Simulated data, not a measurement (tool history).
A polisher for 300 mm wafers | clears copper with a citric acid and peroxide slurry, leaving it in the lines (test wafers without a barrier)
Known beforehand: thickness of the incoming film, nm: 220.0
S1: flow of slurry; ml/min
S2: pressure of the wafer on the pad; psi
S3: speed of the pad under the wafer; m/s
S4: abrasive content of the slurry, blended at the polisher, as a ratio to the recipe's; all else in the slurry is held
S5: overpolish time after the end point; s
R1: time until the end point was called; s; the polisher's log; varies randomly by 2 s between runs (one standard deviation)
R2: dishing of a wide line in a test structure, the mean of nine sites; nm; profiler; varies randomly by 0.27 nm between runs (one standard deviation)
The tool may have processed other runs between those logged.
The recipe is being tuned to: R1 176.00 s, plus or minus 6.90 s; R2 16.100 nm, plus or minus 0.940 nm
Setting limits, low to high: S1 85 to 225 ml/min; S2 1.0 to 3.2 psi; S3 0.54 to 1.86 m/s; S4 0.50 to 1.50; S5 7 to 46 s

run,hour,S1,S2,S3,S4,S5,R1,R2
1,0.0,145,2.1,1.18,1.00,24,145.77,24.566
2,7.0,145,2.1,1.18,1.00,17,144.66,18.049
3,12.7,145,2.1,1.18,1.15,17,139.45,17.923
4,16.4,125,2.1,1.18,1.15,17,146.51,18.084
5,25.4,125,2.1,1.18,1.15,26,145.70,25.193
# hour 30.4: worn pad replaced by a new one
6,30.4,125,2.1,1.18,1.15,21,133.28,22.700
7,34.8,140,2.0,1.18,1.15,21,139.01,22.496
8,41.5,135,1.9,1.16,1.15,20,147.82,19.771
9,46.5,130,1.8,1.16,1.15,20,159.26,19.281
10,49.3,125,1.8,1.16,1.15,19,157.50,17.349
11,57.6,120,1.7,1.16,1.15,19,166.26,17.338

4 candidate next runs follow, results not yet known. Just one meets every target within its allowed miss. Identify it.
A,65.9,120,1.9,1.08,1.10,17,?,?
B,65.9,125,1.7,1.40,1.00,17,?,?
C,65.9,130,1.8,1.04,1.10,16,?,?
D,65.9,155,1.8,1.00,1.00,19,?,?

move,R1,R2
A,162.40,16.037
B,145.71,17.607
C,173.33,14.283
D,175.39,16.519
A: misses by more than the last run did
B: misses by more than the last run did
C: corrects the largest miss of the last run, while another result sits out of spec
D: all results land within tolerance of their targets
So the answer is move D, the one that meets all the targets.

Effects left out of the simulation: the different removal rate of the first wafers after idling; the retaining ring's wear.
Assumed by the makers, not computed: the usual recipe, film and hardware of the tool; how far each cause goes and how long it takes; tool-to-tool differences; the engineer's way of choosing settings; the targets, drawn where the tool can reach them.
